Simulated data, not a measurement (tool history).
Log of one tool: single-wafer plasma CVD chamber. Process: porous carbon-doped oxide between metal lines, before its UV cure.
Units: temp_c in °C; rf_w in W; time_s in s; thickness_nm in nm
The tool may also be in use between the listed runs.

run 1 hour=0.0 | temp_c=300 rf_w=630 time_s=39.6 | thickness_nm=235.12
run 2 hour=3.9 | temp_c=296 rf_w=660 time_s=39.8 | thickness_nm=249.92
run 3 hour=9.6 | temp_c=296 rf_w=740 time_s=39.8 | thickness_nm=274.56
run 4 hour=17.2 | temp_c=296 rf_w=740 time_s=39.6 | thickness_nm=273.94
run 5 hour=19.2 | temp_c=294 rf_w=745 time_s=39.6 | thickness_nm=275.49
run 6 hour=20.2 | temp_c=294 rf_w=660 time_s=39.6 | thickness_nm=252.13

The next listed run, before its measurement:
run 7 hour=25.8 | temp_c=291 rf_w=675 time_s=39.7 | thickness_nm=?

Run 7 gave thickness_nm 260.74 nm.
